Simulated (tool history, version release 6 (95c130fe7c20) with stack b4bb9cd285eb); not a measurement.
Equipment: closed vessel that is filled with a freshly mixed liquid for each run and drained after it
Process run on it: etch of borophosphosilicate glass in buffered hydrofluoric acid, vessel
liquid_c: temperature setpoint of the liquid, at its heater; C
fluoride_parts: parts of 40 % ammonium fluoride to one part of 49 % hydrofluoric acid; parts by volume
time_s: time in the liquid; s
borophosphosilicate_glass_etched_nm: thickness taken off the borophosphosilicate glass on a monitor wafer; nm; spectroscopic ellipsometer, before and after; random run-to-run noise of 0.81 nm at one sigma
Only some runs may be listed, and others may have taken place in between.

run,day,liquid_c,fluoride_parts,time_s,borophosphosilicate_glass_etched_nm
1,0,21,14.5,95,70.129
2,0.338,21,10.5,95,97.9
3,0.388,21,10.5,100,102.25
4,0.638,24.5,10.5,100,122.99
5,0.725,24.5,6.5,100,192.66
6,0.896,23,7.5,100,156.46

Expected results for the next run?
7,1.067,22,8,100,?

{"run 7": {"borophosphosilicate_glass_etched_nm": 139.35}}

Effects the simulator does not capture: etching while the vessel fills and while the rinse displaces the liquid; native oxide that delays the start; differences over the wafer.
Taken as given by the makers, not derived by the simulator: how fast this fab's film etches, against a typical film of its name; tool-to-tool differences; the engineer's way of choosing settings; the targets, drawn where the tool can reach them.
